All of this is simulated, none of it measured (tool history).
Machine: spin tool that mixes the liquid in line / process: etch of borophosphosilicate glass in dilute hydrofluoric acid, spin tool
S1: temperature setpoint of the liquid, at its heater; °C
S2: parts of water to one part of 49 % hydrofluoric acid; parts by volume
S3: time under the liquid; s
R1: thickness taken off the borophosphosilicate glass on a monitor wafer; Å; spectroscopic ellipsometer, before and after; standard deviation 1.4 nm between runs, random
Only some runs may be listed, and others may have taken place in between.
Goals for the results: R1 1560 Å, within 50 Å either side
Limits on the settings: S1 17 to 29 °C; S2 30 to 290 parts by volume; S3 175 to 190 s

run 1 hour=0 | S1=21 S2=160 S3=175 | R1=442.77
run 2 hour=1.2 | S1=21 S2=110 S3=175 | R1=676.39
run 3 hour=9.3 | S1=23.5 S2=90 S3=175 | R1=935
run 4 hour=18.2 | S1=25 S2=80 S3=175 | R1=1135.7
run 5 hour=24.9 | S1=26 S2=75 S3=175 | R1=1255.3
run 6 hour=31.1 | S1=26 S2=75 S3=175 | R1=1252.6
run 7 hour=38.4 | S1=29 S2=55 S3=175 | R1=2029.8
run 8 hour=41.8 | S1=29 S2=55 S3=175 | R1=2021
run 9 hour=48.8 | S1=28 S2=55 S3=175 | R1=1971.8
run 10 hour=53 | S1=28 S2=55 S3=175 | R1=1943.2
run 11 hour=56.6 | S1=27 S2=55 S3=175 | R1=1865.2
run 12 hour=65.2 | S1=23 S2=60 S3=175 | R1=1442.8
run 13 hour=71.7 | S1=23.5 S2=60 S3=175 | R1=1458.3
-- hour=74.2 hydrofluoric acid flow meter replaced
run 14 hour=74.2 | S1=24 S2=60 S3=175 | R1=1664.7
run 15 hour=77 | S1=23.5 S2=60 S3=175 | R1=1615.4
run 16 hour=83.6 | S1=23.5 S2=60 S3=175 | R1=1607.5

Below are 4 possible settings for the next run. Only one of them brings all results inside the allowed miss of their targets. Which is it?
run A hour=90.2 | S1=23.5 S2=60 S3=180 | R1=?
run B hour=90.2 | S1=24 S2=60 S3=175 | R1=?
run C hour=90.2 | S1=24 S2=65 S3=180 | R1=?
run D hour=90.2 | S1=21.5 S2=55 S3=180 | R1=?

move=A R1=1663.5
move=B R1=1650.7
move=C R1=1557.1
move=D R1=1681.1
A: moves away from the targets compared with the last run
B: moves away from the targets compared with the last run
C: hits every target within its allowed miss
D: moves away from the targets compared with the last run
Move C is the one to make.

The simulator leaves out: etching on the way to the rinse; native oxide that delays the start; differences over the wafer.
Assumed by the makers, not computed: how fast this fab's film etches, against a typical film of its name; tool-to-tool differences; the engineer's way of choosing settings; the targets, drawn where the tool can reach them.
